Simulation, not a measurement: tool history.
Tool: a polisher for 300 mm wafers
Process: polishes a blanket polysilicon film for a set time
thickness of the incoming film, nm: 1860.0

| run | day | flow of slurry (ml/min) | pressure of the wafer on the pad (psi) | speed of the pad under the wafer (cm/s) | polishing time (s) | film removed (angstrom) |
|---|---|---|---|---|---|---|
| 1 | 0 | 205 | 2.3 | 90 | 62 | 4127.6 |
| 2 | 0.238 | 205 | 1.9 | 90 | 62 | 3563.3 |
| 3 | 0.421 | 205 | 1.8 | 90 | 62 | 3311.7 |
| 4 | 0.462 | 205 | 1.7 | 90 | 62 | 3286.2 |
| 5 | 0.754 | 185 | 1.7 | 90 | 62 | 3169.3 |
| 6 | 1.054 | 185 | 2.2 | 90 | 62 | 4030.7 |
| 7 | 1.175 | 185 | 2 | 90 | 62 | 3631.2 |

Run 8 comes next. What will it give?
| 8 | 1.358 | 185 | 1.9 | 90 | 62 | ? |

{"run 8": {"film removed (angstrom)": 3526.7}}

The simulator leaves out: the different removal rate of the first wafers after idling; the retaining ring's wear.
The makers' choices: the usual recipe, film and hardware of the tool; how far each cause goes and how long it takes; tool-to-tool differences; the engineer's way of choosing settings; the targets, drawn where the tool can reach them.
